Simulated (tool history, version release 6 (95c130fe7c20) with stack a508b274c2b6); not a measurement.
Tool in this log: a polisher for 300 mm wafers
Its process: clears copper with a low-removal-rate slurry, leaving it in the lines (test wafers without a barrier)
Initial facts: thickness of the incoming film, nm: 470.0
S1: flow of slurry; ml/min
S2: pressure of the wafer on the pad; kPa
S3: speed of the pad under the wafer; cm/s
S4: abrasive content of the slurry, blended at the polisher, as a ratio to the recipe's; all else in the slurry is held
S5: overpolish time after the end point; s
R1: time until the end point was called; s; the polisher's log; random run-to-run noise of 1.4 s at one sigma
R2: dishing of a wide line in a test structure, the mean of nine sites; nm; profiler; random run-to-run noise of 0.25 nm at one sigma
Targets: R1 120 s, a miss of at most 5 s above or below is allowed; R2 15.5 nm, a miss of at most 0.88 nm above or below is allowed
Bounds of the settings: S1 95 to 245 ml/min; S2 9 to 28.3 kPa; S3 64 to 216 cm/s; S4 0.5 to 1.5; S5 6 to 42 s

Run 1, hour 0: S1 155 ml/min, S2 18.6 kPa, S3 140 cm/s, S4 1, S5 21 s. Result: R1 115.78 s, R2 49.269 nm.
Run 2, hour 5.8: S1 160 ml/min, S2 17.2 kPa, S3 146 cm/s, S4 1, S5 19 s. Result: R1 115.44 s, R2 44.912 nm.
Run 3, hour 13.2: S1 170 ml/min, S2 15.9 kPa, S3 148 cm/s, S4 0.95, S5 17 s. Result: R1 120.37 s, R2 37.993 nm.
Run 4, hour 18.2: S1 150 ml/min, S2 15.9 kPa, S3 148 cm/s, S4 0.95, S5 17 s. Result: R1 120.55 s, R2 38.468 nm.
Run 5, hour 26.3: S1 150 ml/min, S2 19.3 kPa, S3 148 cm/s, S4 0.95, S5 17 s. Result: R1 106.84 s, R2 43.786 nm.
Run 6, hour 29.3: S1 165 ml/min, S2 17.9 kPa, S3 152 cm/s, S4 0.9, S5 15 s. Result: R1 112.58 s, R2 37.798 nm.
Run 7, hour 34.7: S1 165 ml/min, S2 17.9 kPa, S3 152 cm/s, S4 0.9, S5 15 s. Result: R1 111.45 s, R2 38.379 nm.
Run 8, hour 42.4: S1 175 ml/min, S2 16.5 kPa, S3 158 cm/s, S4 0.85, S5 14 s. Result: R1 116.92 s, R2 35.247 nm.
Run 9, hour 47.3: S1 165 ml/min, S2 15.2 kPa, S3 156 cm/s, S4 0.9, S5 13 s. Result: R1 125.01 s, R2 29.884 nm.
Run 10, hour 52.1: S1 155 ml/min, S2 14.5 kPa, S3 160 cm/s, S4 1, S5 12 s. Result: R1 121.75 s, R2 28.313 nm.
Run 11, hour 55.5: S1 145 ml/min, S2 13.8 kPa, S3 162 cm/s, S4 1.05, S5 11 s. Result: R1 128.19 s, R2 26.155 nm.
Run 12, hour 59.9: S1 140 ml/min, S2 13.1 kPa, S3 168 cm/s, S4 1.1, S5 10 s. Result: R1 127.26 s, R2 23.941 nm.
Run 13, hour 67.2: S1 135 ml/min, S2 12.4 kPa, S3 174 cm/s, S4 1.15, S5 9 s. Result: R1 127.21 s, R2 21.313 nm.
Run 14, hour 76: S1 130 ml/min, S2 11.7 kPa, S3 178 cm/s, S4 1.2, S5 9 s. Result: R1 128.28 s, R2 20.903 nm.
Run 15, hour 82.9: S1 125 ml/min, S2 11 kPa, S3 182 cm/s, S4 1.25, S5 9 s. Result: R1 132.29 s, R2 20.216 nm.
Run 16, hour 88.3: S1 120 ml/min, S2 11 kPa, S3 186 cm/s, S4 1.3, S5 9 s. Result: R1 129.06 s, R2 21.329 nm.
Run 17, hour 94: S1 120 ml/min, S2 11 kPa, S3 190 cm/s, S4 1.2, S5 9 s. Result: R1 128.82 s, R2 20.218 nm.
Run 18, hour 99.8: S1 115 ml/min, S2 11 kPa, S3 194 cm/s, S4 1.2, S5 9 s. Result: R1 130.07 s, R2 21.066 nm.
Run 19, hour 106.8: S1 125 ml/min, S2 11 kPa, S3 190 cm/s, S4 1.25, S5 9 s. Result: R1 130.21 s, R2 21.209 nm.
Run 20, hour 110.3: S1 120 ml/min, S2 11 kPa, S3 194 cm/s, S4 1.25, S5 9 s. Result: R1 127.55 s, R2 21.268 nm.

Of the 5 settings listed for the next run, only one would bring every result within its allowed miss of target. Which one?
Run A, hour 113.8: S1 135 ml/min, S2 9 kPa, S3 198 cm/s, S4 1.15, S5 15 s. Result: R1 ?, R2 ?.
Run B, hour 113.8: S1 100 ml/min, S2 13.1 kPa, S3 188 cm/s, S4 1.3, S5 6 s. Result: R1 ?, R2 ?.
Run C, hour 113.8: S1 130 ml/min, S2 9.7 kPa, S3 182 cm/s, S4 1.05, S5 14 s. Result: R1 ?, R2 ?.
Run D, hour 113.8: S1 115 ml/min, S2 9 kPa, S3 214 cm/s, S4 1.3, S5 14 s. Result: R1 ?, R2 ?.
Run E, hour 113.8: S1 120 ml/min, S2 11 kPa, S3 174 cm/s, S4 1.2, S5 11 s. Result: R1 ?, R2 ?.

move      R1      R2
   A  145.92  29.388
   B  120.25  15.443
   C   151.9  26.798
   D  137.07  29.226
   E  140.83  23.231
A: its largest miss is bigger than the last run's
B: in spec on every target
C: its largest miss is bigger than the last run's
D: its largest miss is bigger than the last run's
E: its largest miss is bigger than the last run's
The right move is B.
